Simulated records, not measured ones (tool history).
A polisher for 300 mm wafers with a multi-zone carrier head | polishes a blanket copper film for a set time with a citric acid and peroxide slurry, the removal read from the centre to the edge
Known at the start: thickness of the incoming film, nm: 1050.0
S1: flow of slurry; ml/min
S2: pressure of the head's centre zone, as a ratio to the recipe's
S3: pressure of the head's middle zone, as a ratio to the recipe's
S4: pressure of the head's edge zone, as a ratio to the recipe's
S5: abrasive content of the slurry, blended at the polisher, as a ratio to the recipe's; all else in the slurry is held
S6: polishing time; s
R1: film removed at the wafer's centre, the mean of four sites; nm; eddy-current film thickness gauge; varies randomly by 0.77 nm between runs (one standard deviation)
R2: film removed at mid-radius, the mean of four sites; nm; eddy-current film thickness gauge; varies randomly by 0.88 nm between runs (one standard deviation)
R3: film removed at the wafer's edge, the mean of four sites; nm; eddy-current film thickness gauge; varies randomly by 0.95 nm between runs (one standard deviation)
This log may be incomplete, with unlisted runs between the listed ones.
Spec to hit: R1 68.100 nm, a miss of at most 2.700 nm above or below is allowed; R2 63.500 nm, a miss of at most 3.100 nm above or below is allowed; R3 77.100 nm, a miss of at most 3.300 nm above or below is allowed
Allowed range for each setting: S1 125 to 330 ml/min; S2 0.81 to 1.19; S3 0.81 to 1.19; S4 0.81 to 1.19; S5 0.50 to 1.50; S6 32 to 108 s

run	hour	S1	S2	S3	S4	S5	S6	R1	R2	R3
1	0.0	210	1.00	1.00	1.00	1.00	70	92.520	96.070	98.539
2	8.8	255	1.00	1.00	1.00	1.00	70	96.458	94.868	100.420
3	10.2	260	0.99	0.98	1.00	0.95	68	94.415	90.810	96.502
4	18.1	260	0.97	0.96	1.01	0.90	66	86.939	86.509	92.340
5	25.6	265	0.97	0.94	1.03	0.85	64	83.606	82.083	88.103
6	28.7	270	0.96	0.92	1.05	0.85	62	80.128	77.431	88.674
7	33.1	270	0.96	0.91	1.05	0.80	61	78.919	75.233	86.308
8	35.0	265	0.95	0.90	1.05	0.75	61	76.070	74.516	84.823
9	38.7	265	0.95	0.90	1.05	0.75	61	77.410	74.449	85.600
10	44.9	265	0.95	0.89	1.05	0.70	60	76.161	72.605	83.474
11	52.1	265	0.95	0.88	1.05	0.70	59	72.049	69.754	81.324
12	59.1	230	0.95	0.81	1.00	0.65	59	69.836	62.740	77.596

Next run, 5 choices. One meets every target within its allowed miss, the rest don't. Which?
A	66.1	195	0.93	0.97	1.01	0.55	59	?	?	?
B	66.1	200	0.92	0.82	1.00	0.60	60	?	?	?
C	66.1	220	1.01	0.93	0.96	0.80	52	?	?	?
D	66.1	185	1.03	0.82	0.98	1.00	52	?	?	?
E	66.1	235	0.86	0.82	1.06	0.80	55	?	?	?

move	R1	R2	R3
A	66.152	68.176	76.110
B	67.522	61.260	78.317
C	68.027	62.182	70.004
D	70.429	57.049	72.435
E	61.607	59.727	78.207
A: the furthest-off result lands on target, but another misses its tolerance
B: all results land within tolerance of their targets
C: the furthest-off result lands on target, but another misses its tolerance
D: the furthest-off result lands on target, but another misses its tolerance
E: takes the result that was furthest off past its target
The move that meets every target is B.
